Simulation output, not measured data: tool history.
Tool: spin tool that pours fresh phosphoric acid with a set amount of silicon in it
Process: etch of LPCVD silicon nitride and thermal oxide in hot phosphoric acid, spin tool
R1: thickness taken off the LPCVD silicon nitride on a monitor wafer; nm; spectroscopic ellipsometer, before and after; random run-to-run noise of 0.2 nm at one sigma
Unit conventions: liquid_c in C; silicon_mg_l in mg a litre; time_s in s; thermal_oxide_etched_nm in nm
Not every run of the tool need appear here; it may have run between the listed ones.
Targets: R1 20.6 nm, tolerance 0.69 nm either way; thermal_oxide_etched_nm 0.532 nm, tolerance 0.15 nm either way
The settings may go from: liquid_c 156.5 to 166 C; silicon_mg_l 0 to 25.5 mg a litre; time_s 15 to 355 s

run 1 hour=0 | liquid_c=161 silicon_mg_l=11 time_s=180 | R1=14.908 thermal_oxide_etched_nm=0.36301
run 2 hour=1.1 | liquid_c=163 silicon_mg_l=11 time_s=180 | R1=16.006 thermal_oxide_etched_nm=0.43324
run 3 hour=9.5 | liquid_c=163 silicon_mg_l=11 time_s=130 | R1=11.563 thermal_oxide_etched_nm=0.27516
run 4 hour=13.9 | liquid_c=163 silicon_mg_l=6 time_s=130 | R1=11.444 thermal_oxide_etched_nm=0.35708
run 5 hour=19.3 | liquid_c=163 silicon_mg_l=6 time_s=175 | R1=15.791 thermal_oxide_etched_nm=0.46826
run 6 hour=25.6 | liquid_c=163 silicon_mg_l=6.5 time_s=180 | R1=16.196 thermal_oxide_etched_nm=0.49713
run 7 hour=27 | liquid_c=163 silicon_mg_l=7.5 time_s=185 | R1=16.378 thermal_oxide_etched_nm=0.47481
run 8 hour=30.7 | liquid_c=163 silicon_mg_l=8 time_s=190 | R1=16.968 thermal_oxide_etched_nm=0.53754
run 9 hour=35.2 | liquid_c=163 silicon_mg_l=9 time_s=195 | R1=17.317 thermal_oxide_etched_nm=0.55151
run 10 hour=43.3 | liquid_c=163 silicon_mg_l=10 time_s=200 | R1=17.977 thermal_oxide_etched_nm=0.48384
run 11 hour=51.3 | liquid_c=164 silicon_mg_l=11 time_s=210 | R1=19.564 thermal_oxide_etched_nm=0.51615

Consider the 4 candidate settings below. Which is the only one whose results all fall within their allowed miss of target?
run A hour=59.3 | liquid_c=166 silicon_mg_l=16 time_s=190 | R1=? thermal_oxide_etched_nm=?
run B hour=59.3 | liquid_c=162.5 silicon_mg_l=0 time_s=220 | R1=? thermal_oxide_etched_nm=?
run C hour=59.3 | liquid_c=165 silicon_mg_l=13.5 time_s=215 | R1=? thermal_oxide_etched_nm=?
run D hour=59.3 | liquid_c=165 silicon_mg_l=0 time_s=215 | R1=? thermal_oxide_etched_nm=?

move=A R1=18.584 thermal_oxide_etched_nm=0.56997
move=B R1=19.176 thermal_oxide_etched_nm=0.72171
move=C R1=20.352 thermal_oxide_etched_nm=0.63847
move=D R1=20.352 thermal_oxide_etched_nm=0.84617
A: moves away from the targets compared with the last run
B: moves away from the targets compared with the last run
C: meets every target
D: gets the furthest-off result to its target, but another result is out of tolerance
C meets every target.
